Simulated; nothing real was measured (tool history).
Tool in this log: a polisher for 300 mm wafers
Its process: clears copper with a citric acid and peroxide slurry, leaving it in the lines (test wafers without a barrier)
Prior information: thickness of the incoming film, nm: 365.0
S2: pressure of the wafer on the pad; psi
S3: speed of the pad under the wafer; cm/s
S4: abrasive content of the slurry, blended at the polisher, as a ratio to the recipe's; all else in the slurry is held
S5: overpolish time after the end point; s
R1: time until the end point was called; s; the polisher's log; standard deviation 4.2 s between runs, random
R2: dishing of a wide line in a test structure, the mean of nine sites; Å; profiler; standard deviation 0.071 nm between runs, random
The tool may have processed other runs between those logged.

run 1 day=0 | flow_of_slurry_(ml/min)=130 S2=2.9 S3=108 S4=1 S5=9 | R1=178.91 R2=126.08
run 2 day=0.046 | flow_of_slurry_(ml/min)=130 S2=2.7 S3=108 S4=1 S5=8 | R1=191.19 R2=109.91
run 3 day=0.404 | flow_of_slurry_(ml/min)=130 S2=2.7 S3=108 S4=0.8 S5=8 | R1=192.37 R2=104.98
run 4 day=0.638 | flow_of_slurry_(ml/min)=130 S2=2.7 S3=102 S4=0.75 S5=7 | R1=219.66 R2=90.032
run 5 day=0.779 | flow_of_slurry_(ml/min)=120 S2=2.4 S3=110 S4=0.7 S5=6 | R1=218.59 R2=72.015
run 6 day=1.121 | flow_of_slurry_(ml/min)=150 S2=2.4 S3=110 S4=0.7 S5=6 | R1=215.54 R2=75.466
run 7 day=1.296 | flow_of_slurry_(ml/min)=135 S2=2.2 S3=118 S4=0.65 S5=5 | R1=224.47 R2=61.066
run 8 day=1.488 | flow_of_slurry_(ml/min)=135 S2=2.2 S3=118 S4=0.65 S5=5 | R1=221.81 R2=58.905
run 9 day=1.862 | flow_of_slurry_(ml/min)=130 S2=2.1 S3=124 S4=0.65 S5=5 | R1=219.82 R2=61.655

The next listed run, before its measurement:
run 10 day=2.062 | flow_of_slurry_(ml/min)=120 S2=1.9 S3=130 S4=0.6 S5=5 | R1=? R2=?

Run 10 produced R1 237.48 s, R2 55.083 Å.
